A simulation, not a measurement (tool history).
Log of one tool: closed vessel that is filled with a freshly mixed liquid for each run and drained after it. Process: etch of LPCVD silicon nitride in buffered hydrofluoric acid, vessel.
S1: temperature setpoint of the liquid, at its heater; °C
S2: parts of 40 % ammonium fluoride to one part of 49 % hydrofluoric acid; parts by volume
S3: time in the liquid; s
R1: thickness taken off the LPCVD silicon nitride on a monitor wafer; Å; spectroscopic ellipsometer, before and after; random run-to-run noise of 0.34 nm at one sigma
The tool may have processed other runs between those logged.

{"run": 1, "hour": 0.0, "S1": 25.0, "S2": 10.0, "S3": 3095, "R1": 473.59}
{"run": 2, "hour": 8.4, "S1": 26.0, "S2": 10.0, "S3": 3095, "R1": 496.6}
{"run": 3, "hour": 15.4, "S1": 26.0, "S2": 10.0, "S3": 3300, "R1": 534.34}
{"run": 4, "hour": 18.7, "S1": 26.0, "S2": 10.0, "S3": 3095, "R1": 500.38}
{"run": 5, "hour": 20.1, "S1": 26.5, "S2": 10.0, "S3": 3095, "R1": 510.14}
{"run": 6, "hour": 23.7, "S1": 24.5, "S2": 10.0, "S3": 3095, "R1": 461.87}
{"run": 7, "hour": 25.4, "S1": 25.5, "S2": 10.0, "S3": 3095, "R1": 483.38}

Expected results for the next run?
{"run": 8, "hour": 26.8, "S1": 29.5, "S2": 9.0, "S3": 3095, "R1": "?"}

Run 8 measured R1 661.23 Å.

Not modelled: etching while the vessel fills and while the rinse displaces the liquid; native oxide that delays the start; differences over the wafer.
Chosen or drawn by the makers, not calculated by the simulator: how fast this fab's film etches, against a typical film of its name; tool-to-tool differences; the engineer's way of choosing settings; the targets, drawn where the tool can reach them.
